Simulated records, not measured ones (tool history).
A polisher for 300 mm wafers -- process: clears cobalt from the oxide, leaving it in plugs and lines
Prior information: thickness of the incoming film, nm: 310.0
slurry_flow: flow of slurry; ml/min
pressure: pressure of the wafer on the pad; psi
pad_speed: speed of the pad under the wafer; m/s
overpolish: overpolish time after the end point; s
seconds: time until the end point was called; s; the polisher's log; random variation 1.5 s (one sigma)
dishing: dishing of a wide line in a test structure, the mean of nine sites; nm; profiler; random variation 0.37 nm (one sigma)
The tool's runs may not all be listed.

{"run": 1, "hour": 0.0, "slurry_flow": 240, "pressure": 1.8, "pad_speed": 1.3, "overpolish": 29, "seconds": 62.73, "dishing": 31.928}
{"run": 2, "hour": 1.3, "slurry_flow": 240, "pressure": 1.7, "pad_speed": 1.28, "overpolish": 27, "seconds": 67.354, "dishing": 30.631}
{"run": 3, "hour": 2.4, "slurry_flow": 240, "pressure": 1.6, "pad_speed": 1.26, "overpolish": 28, "seconds": 74.782, "dishing": 32.058}
{"run": 4, "hour": 3.4, "slurry_flow": 230, "pressure": 1.6, "pad_speed": 1.22, "overpolish": 26, "seconds": 76.458, "dishing": 31.277}
{"run": 5, "hour": 12.2, "slurry_flow": 230, "pressure": 1.9, "pad_speed": 1.22, "overpolish": 26, "seconds": 63.115, "dishing": 31.508}
{"run": 6, "hour": 21.0, "slurry_flow": 235, "pressure": 1.8, "pad_speed": 1.2, "overpolish": 24, "seconds": 68.186, "dishing": 31.145}
{"run": 7, "hour": 25.2, "slurry_flow": 240, "pressure": 1.7, "pad_speed": 1.2, "overpolish": 22, "seconds": 72.295, "dishing": 30.181}
{"run": 8, "hour": 28.9, "slurry_flow": 240, "pressure": 1.6, "pad_speed": 1.2, "overpolish": 21, "seconds": 78.954, "dishing": 29.891}
{"run": 9, "hour": 29.9, "slurry_flow": 240, "pressure": 1.5, "pad_speed": 1.2, "overpolish": 20, "seconds": 82.976, "dishing": 29.628}

For run 10, what comes out?
{"run": 10, "hour": 36.6, "slurry_flow": 240, "pressure": 1.4, "pad_speed": 1.2, "overpolish": 19, "seconds": "?", "dishing": "?"}

For run 10 the tool returned seconds 85.93 s, dishing 28.291 nm.
